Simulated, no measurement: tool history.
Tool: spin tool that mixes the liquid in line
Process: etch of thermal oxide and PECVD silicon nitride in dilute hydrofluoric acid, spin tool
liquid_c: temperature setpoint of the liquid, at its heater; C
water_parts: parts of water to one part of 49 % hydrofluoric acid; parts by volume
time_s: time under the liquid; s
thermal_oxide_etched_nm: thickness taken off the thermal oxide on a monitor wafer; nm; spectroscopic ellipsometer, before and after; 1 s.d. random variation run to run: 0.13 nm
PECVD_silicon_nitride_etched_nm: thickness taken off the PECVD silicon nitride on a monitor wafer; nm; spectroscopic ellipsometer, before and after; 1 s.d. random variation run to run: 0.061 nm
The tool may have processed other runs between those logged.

run	hour	liquid_c	water_parts	time_s	thermal_oxide_etched_nm	PECVD_silicon_nitride_etched_nm
1	0	25	60	75	6.3334	2.6672
2	5.4	28.5	60	75	7.2701	3.3214
3	9.5	26	60	75	6.5143	2.7894
4	11.6	26	50	75	8.0553	3.3808
5	19.1	28.5	50	75	8.7009	3.9526
6	21	30	50	75	9.4745	4.4155

Run 7 comes next. What will it give?
7	25	30	45	75	?	?

Run 7 produced thermal_oxide_etched_nm 10.687 nm, PECVD_silicon_nitride_etched_nm 4.9615 nm.

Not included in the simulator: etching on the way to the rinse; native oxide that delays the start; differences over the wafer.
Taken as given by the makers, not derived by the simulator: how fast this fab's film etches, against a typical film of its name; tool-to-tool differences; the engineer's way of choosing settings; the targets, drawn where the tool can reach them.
